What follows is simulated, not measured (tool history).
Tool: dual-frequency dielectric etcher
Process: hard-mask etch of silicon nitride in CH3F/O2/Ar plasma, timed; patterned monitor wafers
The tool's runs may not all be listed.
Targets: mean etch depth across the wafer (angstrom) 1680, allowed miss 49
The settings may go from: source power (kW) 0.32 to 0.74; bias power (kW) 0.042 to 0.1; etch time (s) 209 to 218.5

| run | hour | source power (kW) | bias power (kW) | etch time (s) | mean etch depth across the wafer (angstrom) |
|---|---|---|---|---|---|
| 1 | 0 | 0.53 | 0.071 | 209 | 1459.8 |
| 2 | 6.5 | 0.53 | 0.062 | 209 | 1398.3 |
| 3 | 10.6 | 0.55 | 0.064 | 209.5 | 1419.2 |
| 4 | 15.7 | 0.56 | 0.067 | 210.5 | 1465.4 |
| 5 | 21.3 | 0.56 | 0.067 | 218.5 | 1516.6 |
| 6 | 29.1 | 0.58 | 0.069 | 218.5 | 1575.5 |
| 7 | 35.6 | 0.59 | 0.07 | 218.5 | 1573.3 |
| 8 | 37.4 | 0.6 | 0.071 | 218.5 | 1605.5 |

4 next moves are on the table. One of them brings every result within its allowed miss. Which?
| A | 39.2 | 0.66 | 0.073 | 218.5 | ? |
| B | 39.2 | 0.65 | 0.073 | 209 | ? |
| C | 39.2 | 0.54 | 0.072 | 215.5 | ? |
| D | 39.2 | 0.62 | 0.073 | 209 | ? |

| move | mean etch depth across the wafer (angstrom) |
|---|---|
| A | 1659.9 |
| B | 1578.8 |
| C | 1513.8 |
| D | 1551.5 |
A: meets every target
B: further off than the last run
C: further off than the last run
D: further off than the last run
Move A is the one to make.
